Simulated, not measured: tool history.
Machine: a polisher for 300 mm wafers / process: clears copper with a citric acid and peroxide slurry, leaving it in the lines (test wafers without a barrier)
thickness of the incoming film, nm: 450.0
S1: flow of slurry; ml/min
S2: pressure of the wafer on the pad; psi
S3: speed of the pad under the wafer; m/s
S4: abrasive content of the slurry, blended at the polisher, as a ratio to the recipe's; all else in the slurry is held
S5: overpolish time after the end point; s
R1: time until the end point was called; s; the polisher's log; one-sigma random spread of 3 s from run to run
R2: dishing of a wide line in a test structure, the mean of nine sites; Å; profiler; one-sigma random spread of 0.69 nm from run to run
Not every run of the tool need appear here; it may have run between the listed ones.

Run 1, hour 0.0: S1 180 ml/min, S2 3.8 psi, S3 1.22 m/s, S4 1.0, S5 19 s. Result: R1 158.65 s, R2 399.75 Å.
Run 2, hour 1.5: S1 180 ml/min, S2 3.8 psi, S3 1.34 m/s, S4 1.0, S5 19 s. Result: R1 142.30 s, R2 452.45 Å.
Run 3, hour 5.2: S1 175 ml/min, S2 3.3 psi, S3 1.32 m/s, S4 1.0, S5 21 s. Result: R1 165.83 s, R2 415.60 Å.
Run 4, hour 6.0: S1 170 ml/min, S2 2.9 psi, S3 1.30 m/s, S4 1.0, S5 24 s. Result: R1 196.61 s, R2 409.06 Å.
Run 5, hour 12.5: S1 165 ml/min, S2 2.7 psi, S3 1.30 m/s, S4 1.0, S5 25 s. Result: R1 209.72 s, R2 411.29 Å.
Run 6, hour 20.6: S1 145 ml/min, S2 2.7 psi, S3 1.30 m/s, S4 1.0, S5 25 s. Result: R1 209.55 s, R2 394.30 Å.
Run 7, hour 25.4: S1 145 ml/min, S2 2.5 psi, S3 1.30 m/s, S4 1.0, S5 26 s. Result: R1 231.66 s, R2 371.59 Å.

The next listed run, before its measurement:
Run 8, hour 28.5: S1 140 ml/min, S2 2.4 psi, S3 1.30 m/s, S4 1.0, S5 27 s. Result: R1 ?, R2 ?.

{"run 8": {"R1": 236.87, "R2": 371.52}}
